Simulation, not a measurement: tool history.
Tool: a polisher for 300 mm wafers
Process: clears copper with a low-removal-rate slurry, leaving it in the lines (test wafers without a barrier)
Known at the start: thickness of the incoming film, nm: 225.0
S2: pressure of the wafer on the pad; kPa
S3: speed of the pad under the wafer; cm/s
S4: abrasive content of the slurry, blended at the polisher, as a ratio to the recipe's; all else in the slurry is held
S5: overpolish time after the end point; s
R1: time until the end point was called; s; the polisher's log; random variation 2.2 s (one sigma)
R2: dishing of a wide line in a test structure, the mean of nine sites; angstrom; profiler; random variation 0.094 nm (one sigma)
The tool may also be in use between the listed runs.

{"run": 1, "hour": 0.0, "flow of slurry (ml/min)": 205, "S2": 16.5, "S3": 110, "S4": 1, "S5": 13, "R1": 92.882, "R2": 247.86}
{"run": 2, "hour": 8.7, "flow of slurry (ml/min)": 205, "S2": 15.2, "S3": 108, "S4": 1, "S5": 11, "R1": 99.305, "R2": 203.04}
{"run": 3, "hour": 13.3, "flow of slurry (ml/min)": 210, "S2": 13.8, "S3": 102, "S4": 1, "S5": 10, "R1": 115.45, "R2": 161.29}
{"run": 4, "hour": 15.4, "flow of slurry (ml/min)": 210, "S2": 13.8, "S3": 102, "S4": 1.2, "S5": 10, "R1": 107.01, "R2": 171.46}
{"run": 5, "hour": 23.6, "flow of slurry (ml/min)": 210, "S2": 13.8, "S3": 90, "S4": 1.2, "S5": 10, "R1": 127.67, "R2": 148.83}
{"run": 6, "hour": 26.3, "flow of slurry (ml/min)": 230, "S2": 12.4, "S3": 88, "S4": 1.25, "S5": 9, "R1": 134.76, "R2": 129.21}
{"run": 7, "hour": 33.9, "flow of slurry (ml/min)": 245, "S2": 11.7, "S3": 86, "S4": 1.3, "S5": 8, "R1": 143.98, "R2": 109.54}
{"run": 8, "hour": 37.6, "flow of slurry (ml/min)": 260, "S2": 11, "S3": 88, "S4": 1.35, "S5": 7, "R1": 146.48, "R2": 92.653}
{"run": 9, "hour": 42.5, "flow of slurry (ml/min)": 270, "S2": 10.3, "S3": 92, "S4": 1.4, "S5": 6, "R1": 149.45, "R2": 80.949}
{"run": 10, "hour": 51.4, "flow of slurry (ml/min)": 280, "S2": 9.7, "S3": 96, "S4": 1.4, "S5": 6, "R1": 152.29, "R2": 80.768}
{"run": 11, "hour": 53.9, "flow of slurry (ml/min)": 285, "S2": 9, "S3": 100, "S4": 1.4, "S5": 6, "R1": 156.81, "R2": 74.741}
{"run": 12, "hour": 62.9, "flow of slurry (ml/min)": 290, "S2": 9, "S3": 104, "S4": 1.4, "S5": 6, "R1": 151.51, "R2": 79.046}
{"run": 13, "hour": 68.1, "flow of slurry (ml/min)": 295, "S2": 9, "S3": 106, "S4": 1.4, "S5": 6, "R1": 149.26, "R2": 81.648}
{"run": 14, "hour": 75.8, "flow of slurry (ml/min)": 300, "S2": 9, "S3": 108, "S4": 1.4, "S5": 6, "R1": 147.54, "R2": 84.229}
{"run": 15, "hour": 80.6, "flow of slurry (ml/min)": 300, "S2": 9, "S3": 108, "S4": 1.4, "S5": 6, "R1": 147.09, "R2": 81.028}
{"run": 16, "hour": 84.1, "flow of slurry (ml/min)": 305, "S2": 9, "S3": 110, "S4": 1.4, "S5": 6, "R1": 143.31, "R2": 85.751}
{"run": 17, "hour": 93.1, "flow of slurry (ml/min)": 270, "S2": 9, "S3": 112, "S4": 1.4, "S5": 6, "R1": 139.06, "R2": 83.331}
{"run": 18, "hour": 96.7, "flow of slurry (ml/min)": 250, "S2": 9, "S3": 112, "S4": 1.4, "S5": 6, "R1": 145.72, "R2": 82.456}
{"run": 19, "hour": 99.5, "flow of slurry (ml/min)": 260, "S2": 9, "S3": 112, "S4": 1.4, "S5": 6, "R1": 140.84, "R2": 84.456}
{"run": 20, "hour": 107.4, "flow of slurry (ml/min)": 245, "S2": 9, "S3": 112, "S4": 1.4, "S5": 6, "R1": 141.3, "R2": 83.098}
{"run": 21, "hour": 108.4, "flow of slurry (ml/min)": 225, "S2": 9, "S3": 112, "S4": 1.4, "S5": 6, "R1": 144.16, "R2": 81.829}
{"run": 22, "hour": 111.6, "flow of slurry (ml/min)": 205, "S2": 9, "S3": 114, "S4": 1.4, "S5": 6, "R1": 145.28, "R2": 81.874}
{"run": 23, "hour": 117.8, "flow of slurry (ml/min)": 205, "S2": 9, "S3": 116, "S4": 1.4, "S5": 6, "R1": 145.59, "R2": 83.912}
{"run": 24, "hour": 125.2, "flow of slurry (ml/min)": 225, "S2": 9, "S3": 116, "S4": 1.4, "S5": 6, "R1": 138.61, "R2": 84.078}
{"run": 25, "hour": 128.3, "flow of slurry (ml/min)": 205, "S2": 9, "S3": 118, "S4": 1.4, "S5": 6, "R1": 137.58, "R2": 84.645}
{"hour": 134.0, "done": "head pressure recalibrated"}
{"run": 26, "hour": 134.0, "flow of slurry (ml/min)": 190, "S2": 9, "S3": 118, "S4": 1.4, "S5": 6, "R1": 150.21, "R2": 81.206}

Run 27 comes next. What will it give?
{"run": 27, "hour": 139.7, "flow of slurry (ml/min)": 215, "S2": 9, "S3": 116, "S4": 1.4, "S5": 6, "R1": "?", "R2": "?"}

Run 27 gave R1 153.41 s, R2 79.025 angstrom.
